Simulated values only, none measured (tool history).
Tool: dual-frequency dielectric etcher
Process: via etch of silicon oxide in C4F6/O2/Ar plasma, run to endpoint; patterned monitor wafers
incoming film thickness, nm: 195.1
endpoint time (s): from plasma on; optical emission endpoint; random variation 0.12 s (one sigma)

Run 1, hour 0: bias power (kW) 0.579, source power (kW) 0.44, Ar flow (sccm) 272. Result: endpoint time (s) 38.525.
Run 2, hour 2.1: bias power (kW) 0.601, source power (kW) 0.46, Ar flow (sccm) 270. Result: endpoint time (s) 36.521.
Run 3, hour 9.2: bias power (kW) 0.601, source power (kW) 0.46, Ar flow (sccm) 246. Result: endpoint time (s) 36.351.
Run 4, hour 18.1: bias power (kW) 0.601, source power (kW) 0.46, Ar flow (sccm) 294. Result: endpoint time (s) 37.307.
Run 5, hour 25.9: bias power (kW) 0.601, source power (kW) 0.46, Ar flow (sccm) 318. Result: endpoint time (s) 37.319.
Run 6, hour 29.1: bias power (kW) 0.621, source power (kW) 0.47, Ar flow (sccm) 317. Result: endpoint time (s) 36.331.

The next listed run, before its measurement:
Run 7, hour 30.8: bias power (kW) 0.639, source power (kW) 0.48, Ar flow (sccm) 316. Result: endpoint time (s) ?.

Run 7 gave endpoint time (s) 35.266.
